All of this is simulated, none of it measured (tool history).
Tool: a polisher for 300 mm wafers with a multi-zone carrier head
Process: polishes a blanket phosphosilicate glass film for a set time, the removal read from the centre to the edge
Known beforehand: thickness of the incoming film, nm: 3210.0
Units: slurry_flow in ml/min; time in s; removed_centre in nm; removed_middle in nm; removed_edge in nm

Run 1, day 0: slurry_flow 270 ml/min, centre_zone 1, middle_zone 1, edge_zone 1, slurry_solids 1, time 68 s. Result: removed_centre 406.48 nm, removed_middle 398.62 nm, removed_edge 396.14 nm.
Run 2, day 0.292: slurry_flow 270 ml/min, centre_zone 0.96, middle_zone 1, edge_zone 1, slurry_solids 1, time 68 s. Result: removed_centre 394.9 nm, removed_middle 400.5 nm, removed_edge 405.49 nm.
Run 3, day 0.621: slurry_flow 265 ml/min, centre_zone 0.94, middle_zone 1, edge_zone 0.98, slurry_solids 0.9, time 63 s. Result: removed_centre 340.06 nm, removed_middle 348.08 nm, removed_edge 348.83 nm.
Run 4, day 0.967: slurry_flow 255 ml/min, centre_zone 0.91, middle_zone 1, edge_zone 0.96, slurry_solids 0.8, time 60 s. Result: removed_centre 283.61 nm, removed_middle 302.92 nm, removed_edge 305.57 nm.
Run 5, day 1.025: slurry_flow 255 ml/min, centre_zone 0.91, middle_zone 0.94, edge_zone 0.96, slurry_solids 0.8, time 60 s. Result: removed_centre 287.35 nm, removed_middle 288.93 nm, removed_edge 305.83 nm.
Run 6, day 1.271: slurry_flow 255 ml/min, centre_zone 0.91, middle_zone 0.94, edge_zone 0.96, slurry_solids 0.8, time 48 s. Result: removed_centre 228.43 nm, removed_middle 231.99 nm, removed_edge 243.36 nm.
Run 7, day 1.617: slurry_flow 250 ml/min, centre_zone 0.9, middle_zone 0.95, edge_zone 0.94, slurry_solids 0.8, time 48 s. Result: removed_centre 230.46 nm, removed_middle 233.82 nm, removed_edge 240.37 nm.
Run 8, day 1.938: slurry_flow 250 ml/min, centre_zone 0.9, middle_zone 0.95, edge_zone 0.94, slurry_solids 0.8, time 48 s. Result: removed_centre 222.92 nm, removed_middle 232.27 nm, removed_edge 239.54 nm.
Run 9, day 2.046: slurry_flow 240 ml/min, centre_zone 0.89, middle_zone 0.95, edge_zone 0.93, slurry_solids 0.8, time 48 s. Result: removed_centre 224.11 nm, removed_middle 232.27 nm, removed_edge 237.9 nm.

Predict the results of run 10:
Run 10, day 2.083: slurry_flow 235 ml/min, centre_zone 0.88, middle_zone 0.95, edge_zone 0.92, slurry_solids 0.8, time 48 s. Result: removed_centre ?, removed_middle ?, removed_edge ?.

removed_centre: 221.62 nm
removed_middle: 233.28 nm
removed_edge: 241.1 nm
